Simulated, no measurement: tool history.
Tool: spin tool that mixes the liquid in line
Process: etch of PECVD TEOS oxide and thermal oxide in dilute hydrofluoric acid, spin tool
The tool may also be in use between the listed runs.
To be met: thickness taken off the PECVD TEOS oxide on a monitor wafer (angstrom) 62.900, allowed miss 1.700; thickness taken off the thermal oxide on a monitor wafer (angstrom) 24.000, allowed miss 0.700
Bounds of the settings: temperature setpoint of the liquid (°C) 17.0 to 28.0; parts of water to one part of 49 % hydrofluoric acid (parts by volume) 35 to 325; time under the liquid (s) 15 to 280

run  hour  temperature setpoint of the liquid (°C)  parts of water to one part of 49 % hydrofluoric acid (parts by volume)  time under the liquid (s)  thickness taken off the PECVD TEOS oxide on a monitor wafer (angstrom)  thickness taken off the thermal oxide on a monitor wafer (angstrom)
  1   0.0                                     20.0                                                                     180                        145                                                                  76.976                                                               29.074
  2   5.0                                     20.0                                                                     150                        145                                                                  94.048                                                               35.980
  3   6.8                                     19.5                                                                     160                        145                                                                  84.699                                                               32.727
  4  15.7                                     21.5                                                                     160                        145                                                                  91.533                                                               35.449
  5  20.8                                     21.0                                                                     165                        145                                                                  87.448                                                               33.758
  6  25.7                                     20.5                                                                     170                        145                                                                  83.257                                                               31.592
  7  31.6                                     20.5                                                                     170                        145                                                                  82.787                                                               31.266
  8  33.8                                     20.0                                                                     175                        145                                                                  77.957                                                               29.606
  9  38.0                                     19.5                                                                     180                        145                                                                  74.706                                                               28.415
 10  40.3                                     19.0                                                                     180                        145                                                                  72.415                                                               27.833

5 next moves are on the table. One of them brings every result within its allowed miss. Which?
  A  42.6                                     20.0                                                                     205                        150                                                                       ?                                                                    ?
  B  42.6                                     22.0                                                                     215                        200                                                                       ?                                                                    ?
  C  42.6                                     21.5                                                                     155                         95                                                                       ?                                                                    ?
  D  42.6                                     17.0                                                                      90                         65                                                                       ?                                                                    ?
  E  42.6                                     21.5                                                                     215                        150                                                                       ?                                                                    ?

move  thickness taken off the PECVD TEOS oxide on a monitor wafer (angstrom)  thickness taken off the thermal oxide on a monitor wafer (angstrom)
   A                                                                  68.443                                                               25.753
   B                                                                  92.949                                                               34.975
   C                                                                  63.950                                                               24.063
   D                                                                  67.209                                                               25.289
   E                                                                  68.416                                                               25.743
A: nearer than the last run, and not there yet
B: further off than the last run
C: meets every target
D: nearer than the last run, and not there yet
E: nearer than the last run, and not there yet
Move C is the one to make.
